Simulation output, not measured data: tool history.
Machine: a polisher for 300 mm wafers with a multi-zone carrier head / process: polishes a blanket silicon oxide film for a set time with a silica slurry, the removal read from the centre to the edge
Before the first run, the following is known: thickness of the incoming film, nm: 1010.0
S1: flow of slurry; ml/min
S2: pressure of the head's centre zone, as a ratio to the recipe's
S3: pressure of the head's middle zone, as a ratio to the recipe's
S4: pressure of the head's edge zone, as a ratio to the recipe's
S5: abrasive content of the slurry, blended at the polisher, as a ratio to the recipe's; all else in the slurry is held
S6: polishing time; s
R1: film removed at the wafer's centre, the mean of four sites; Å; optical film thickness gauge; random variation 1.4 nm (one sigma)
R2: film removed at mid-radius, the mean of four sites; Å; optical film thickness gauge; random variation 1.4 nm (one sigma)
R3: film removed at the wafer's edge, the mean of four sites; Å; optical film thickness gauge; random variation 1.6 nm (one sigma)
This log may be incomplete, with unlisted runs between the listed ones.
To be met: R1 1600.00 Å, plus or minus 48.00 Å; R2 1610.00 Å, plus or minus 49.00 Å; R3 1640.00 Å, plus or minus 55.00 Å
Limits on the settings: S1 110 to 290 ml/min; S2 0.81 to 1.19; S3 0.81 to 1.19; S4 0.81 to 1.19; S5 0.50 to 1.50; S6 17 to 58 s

run 1 hour=0.0 | S1=185 S2=1.00 S3=1.00 S4=1.00 S5=1.00 S6=37 | R1=955.42 R2=967.56 R3=976.81
run 2 hour=7.1 | S1=185 S2=1.00 S3=1.00 S4=1.00 S5=1.00 S6=30 | R1=779.12 R2=800.95 R3=796.21
run 3 hour=11.9 | S1=185 S2=1.00 S3=1.00 S4=1.00 S5=1.15 S6=30 | R1=849.02 R2=848.40 R3=857.62
run 4 hour=17.7 | S1=185 S2=1.00 S3=1.00 S4=0.95 S5=1.15 S6=30 | R1=849.54 R2=855.26 R3=831.07
run 5 hour=19.6 | S1=185 S2=1.00 S3=1.00 S4=0.95 S5=1.25 S6=30 | R1=884.26 R2=882.37 R3=872.81
run 6 hour=23.4 | S1=200 S2=1.02 S3=1.04 S4=1.01 S5=1.35 S6=34 | R1=1064.10 R2=1081.80 R3=1054.30
run 7 hour=25.7 | S1=205 S2=1.03 S3=1.05 S4=1.05 S5=1.40 S6=37 | R1=1190.80 R2=1200.90 R3=1221.40
run 8 hour=33.7 | S1=215 S2=1.05 S3=1.08 S4=1.09 S5=1.45 S6=39 | R1=1312.60 R2=1326.50 R3=1289.30
run 9 hour=40.0 | S1=215 S2=1.05 S3=1.07 S4=1.10 S5=1.45 S6=41 | R1=1371.80 R2=1399.10 R3=1380.80
run 10 hour=42.6 | S1=220 S2=1.05 S3=1.06 S4=1.12 S5=1.45 S6=42 | R1=1405.20 R2=1415.50 R3=1433.10
run 11 hour=44.7 | S1=225 S2=1.05 S3=1.06 S4=1.13 S5=1.45 S6=43 | R1=1453.80 R2=1456.70 R3=1493.10
run 12 hour=46.9 | S1=235 S2=1.05 S3=1.07 S4=1.14 S5=1.45 S6=44 | R1=1486.70 R2=1499.50 R3=1526.90
run 13 hour=49.9 | S1=235 S2=1.05 S3=1.07 S4=1.15 S5=1.45 S6=45 | R1=1526.40 R2=1531.10 R3=1566.30

Consider the 5 candidate settings below. Which is the only one whose results all fall within their allowed miss of target?
run A hour=52.9 | S1=245 S2=1.09 S3=0.92 S4=1.19 S5=1.50 S6=47 | R1=? R2=? R3=?
run B hour=52.9 | S1=280 S2=1.12 S3=0.99 S4=1.09 S5=1.30 S6=46 | R1=? R2=? R3=?
run C hour=52.9 | S1=240 S2=1.10 S3=1.06 S4=1.14 S5=1.50 S6=44 | R1=? R2=? R3=?
run D hour=52.9 | S1=285 S2=1.07 S3=1.08 S4=1.19 S5=1.35 S6=47 | R1=? R2=? R3=?
run E hour=52.9 | S1=270 S2=1.15 S3=1.11 S4=1.10 S5=1.45 S6=43 | R1=? R2=? R3=?

move=A R1=1714.60 R2=1447.00 R3=1724.90
move=B R1=1654.20 R2=1441.80 R3=1537.90
move=C R1=1617.00 R2=1522.60 R3=1573.30
move=D R1=1645.20 R2=1614.90 R3=1671.00
move=E R1=1655.60 R2=1548.00 R3=1504.30
A: the biggest miss grows against the last run
B: the biggest miss grows against the last run
C: the biggest miss grows against the last run
D: in spec on every target
E: the biggest miss grows against the last run
Move D is the one to make.
